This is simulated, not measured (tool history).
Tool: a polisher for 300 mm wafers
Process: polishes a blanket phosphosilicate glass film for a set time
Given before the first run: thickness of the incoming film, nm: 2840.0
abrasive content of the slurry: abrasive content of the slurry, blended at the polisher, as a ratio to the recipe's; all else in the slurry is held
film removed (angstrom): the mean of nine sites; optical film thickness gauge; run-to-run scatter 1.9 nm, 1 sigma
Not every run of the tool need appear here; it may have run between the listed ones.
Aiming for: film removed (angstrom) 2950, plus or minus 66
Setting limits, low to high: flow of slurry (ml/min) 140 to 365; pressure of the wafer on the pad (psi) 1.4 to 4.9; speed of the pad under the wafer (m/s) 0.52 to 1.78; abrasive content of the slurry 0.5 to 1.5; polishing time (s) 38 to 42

| run | day | flow of slurry (ml/min) | pressure of the wafer on the pad (psi) | speed of the pad under the wafer (m/s) | abrasive content of the slurry | polishing time (s) | film removed (angstrom) |
|---|---|---|---|---|---|---|---|
| 1 | 0 | 235 | 3.1 | 1.14 | 1 | 42 | 4423.1 |
| 2 | 0.175 | 235 | 3.1 | 1.14 | 1 | 42 | 4458.8 |
| 3 | 0.538 | 230 | 2.9 | 1.14 | 1 | 42 | 4236.8 |
| 4 | 0.646 | 260 | 2.9 | 1.14 | 1 | 42 | 4332.3 |
| 5 | 0.838 | 245 | 2.7 | 1.14 | 1 | 42 | 4053.6 |
| 6 | 0.962 | 245 | 3 | 1.14 | 1 | 42 | 4374.7 |
| 7 | 1.175 | 235 | 2.8 | 1.14 | 1 | 42 | 4175.1 |
| 8 | 1.362 | 235 | 1.9 | 1.12 | 1 | 42 | 3224.8 |
| 9 | 1.479 | 230 | 1.8 | 1.12 | 1 | 42 | 3097.8 |
| 10 | 1.571 | 225 | 1.8 | 1.12 | 1 | 42 | 3101 |
| 11 | 1.75 | 220 | 1.8 | 1.12 | 1 | 42 | 3039.7 |
| 12 | 1.812 | 215 | 1.8 | 1.12 | 1 | 42 | 3070.1 |
| 13 | 2.121 | 215 | 1.8 | 1.12 | 1 | 42 | 3062.8 |
| 14 | 2.3 | 210 | 1.8 | 1.12 | 1 | 42 | 3043.3 |
| 15 | 2.45 | 205 | 1.8 | 1.12 | 1 | 42 | 3026 |
| 16 | 2.783 | 200 | 1.8 | 1.12 | 1 | 42 | 3045.6 |
| 17 | 2.808 | 195 | 1.8 | 1.12 | 1 | 42 | 3042.3 |

Of the 4 settings listed for the next run, only one would bring every result within its allowed miss of target. Which one?
| A | 2.833 | 205 | 1.4 | 1.32 | 1 | 40 | ? |
| B | 2.833 | 255 | 1.5 | 1.24 | 1.15 | 39 | ? |
| C | 2.833 | 185 | 1.9 | 1.28 | 1.05 | 39 | ? |
| D | 2.833 | 200 | 1.7 | 1.06 | 1 | 41 | ? |

| move | film removed (angstrom) |
|---|---|
| A | 2777.7 |
| B | 2965.5 |
| C | 3192.7 |
| D | 2817.8 |
A: the result that was furthest off in the last run now lies on the other side of its target
B: hits every target within its allowed miss
C: lands further from the targets than the last run did
D: the result that was furthest off in the last run now lies on the other side of its target
The right move is B.
